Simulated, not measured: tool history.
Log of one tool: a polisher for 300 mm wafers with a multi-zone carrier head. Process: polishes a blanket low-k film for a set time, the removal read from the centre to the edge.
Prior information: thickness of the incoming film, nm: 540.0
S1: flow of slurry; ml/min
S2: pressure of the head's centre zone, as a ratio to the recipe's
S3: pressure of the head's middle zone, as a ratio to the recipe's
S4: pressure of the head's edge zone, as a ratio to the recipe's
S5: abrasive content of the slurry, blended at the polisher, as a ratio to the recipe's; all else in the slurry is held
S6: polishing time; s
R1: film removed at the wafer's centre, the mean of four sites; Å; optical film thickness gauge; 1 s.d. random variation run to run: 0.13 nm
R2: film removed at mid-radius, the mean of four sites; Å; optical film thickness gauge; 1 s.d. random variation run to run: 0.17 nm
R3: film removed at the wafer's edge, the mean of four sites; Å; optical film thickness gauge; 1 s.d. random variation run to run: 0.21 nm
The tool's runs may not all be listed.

run,hour,S1,S2,S3,S4,S5,S6,R1,R2,R3
1,0,285,1,1,1,1,42,220.86,232.09,227.59
2,3.5,280,0.97,0.97,0.98,0.9,41,199.89,211.45,206.73
3,8.5,275,0.94,0.94,0.99,0.8,40,180.66,187.55,197.7
4,14.4,275,0.94,0.85,0.99,0.8,40,181.34,176.4,197.96
5,17.6,275,0.94,0.85,0.99,0.8,50,224.86,216.55,252.13
6,24.8,275,0.92,0.85,0.97,0.75,47,202.4,204.1,219.78
7,27.1,270,0.9,0.84,0.97,0.7,45,178.23,185.52,204.75
8,29.4,265,0.9,0.83,0.96,0.65,44,173.87,175.22,195.73
9,32.3,260,0.89,0.83,0.95,0.6,43,160.53,163.8,182.8
10,39.2,250,0.88,0.83,0.93,0.6,43,158.83,164.4,179.26

What does the tool deliver on the next run?
11,45.3,240,0.84,0.81,0.89,0.5,39,?,?,?

{"run 11": {"R1": 126.71, "R2": 136.34, "R3": 145.88}}

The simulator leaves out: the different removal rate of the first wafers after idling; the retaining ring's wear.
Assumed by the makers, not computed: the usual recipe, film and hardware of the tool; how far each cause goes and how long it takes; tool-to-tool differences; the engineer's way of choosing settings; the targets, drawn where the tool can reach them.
